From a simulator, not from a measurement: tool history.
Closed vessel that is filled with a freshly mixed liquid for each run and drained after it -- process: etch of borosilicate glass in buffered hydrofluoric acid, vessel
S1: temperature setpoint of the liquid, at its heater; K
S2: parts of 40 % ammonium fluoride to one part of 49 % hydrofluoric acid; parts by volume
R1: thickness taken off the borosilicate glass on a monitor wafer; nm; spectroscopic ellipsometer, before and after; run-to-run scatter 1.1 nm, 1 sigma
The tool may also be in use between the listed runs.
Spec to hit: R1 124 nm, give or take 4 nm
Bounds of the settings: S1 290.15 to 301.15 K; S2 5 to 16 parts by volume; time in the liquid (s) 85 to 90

{"run": 1, "hour": 0.0, "S1": 293.15, "S2": 9.5, "time in the liquid (s)": 85, "R1": 90.817}
{"run": 2, "hour": 2.9, "S1": 293.15, "S2": 9.5, "time in the liquid (s)": 85, "R1": 90.626}
{"run": 3, "hour": 5.8, "S1": 294.15, "S2": 9.5, "time in the liquid (s)": 85, "R1": 96.25}
{"run": 4, "hour": 9.6, "S1": 295.15, "S2": 9.5, "time in the liquid (s)": 85, "R1": 99.332}
{"run": 5, "hour": 16.8, "S1": 295.15, "S2": 7, "time in the liquid (s)": 85, "R1": 137.39}
{"run": 6, "hour": 22.2, "S1": 295.15, "S2": 5.5, "time in the liquid (s)": 85, "R1": 170.7}
{"run": 7, "hour": 26.5, "S1": 294.15, "S2": 5.5, "time in the liquid (s)": 85, "R1": 161.93}
{"run": 8, "hour": 33.7, "S1": 293.65, "S2": 5.5, "time in the liquid (s)": 85, "R1": 160.1}
{"run": 9, "hour": 34.8, "S1": 293.15, "S2": 5.5, "time in the liquid (s)": 85, "R1": 154.14}
{"run": 10, "hour": 43.8, "S1": 292.65, "S2": 5.5, "time in the liquid (s)": 85, "R1": 150.07}
{"run": 11, "hour": 51.2, "S1": 292.15, "S2": 5.5, "time in the liquid (s)": 85, "R1": 146.06}

Next run, 5 choices. One meets every target within its allowed miss, the rest don't. Which?
{"run": "A", "hour": 58.6, "S1": 294.65, "S2": 7.5, "time in the liquid (s)": 85, "R1": "?"}
{"run": "B", "hour": 58.6, "S1": 294.65, "S2": 6.5, "time in the liquid (s)": 85, "R1": "?"}
{"run": "C", "hour": 58.6, "S1": 293.65, "S2": 5, "time in the liquid (s)": 90, "R1": "?"}
{"run": "D", "hour": 58.6, "S1": 294.15, "S2": 5, "time in the liquid (s)": 90, "R1": "?"}
{"run": "E", "hour": 58.6, "S1": 292.15, "S2": 5, "time in the liquid (s)": 85, "R1": "?"}

move=A R1=121.88
move=B R1=140.6
move=C R1=178.52
move=D R1=183.38
move=E R1=155.46
A: each result inside its tolerance
B: moves toward the targets from the last run without getting all of them in spec
C: further off than the last run
D: further off than the last run
E: further off than the last run
So the answer is move A, the one that meets all the targets.

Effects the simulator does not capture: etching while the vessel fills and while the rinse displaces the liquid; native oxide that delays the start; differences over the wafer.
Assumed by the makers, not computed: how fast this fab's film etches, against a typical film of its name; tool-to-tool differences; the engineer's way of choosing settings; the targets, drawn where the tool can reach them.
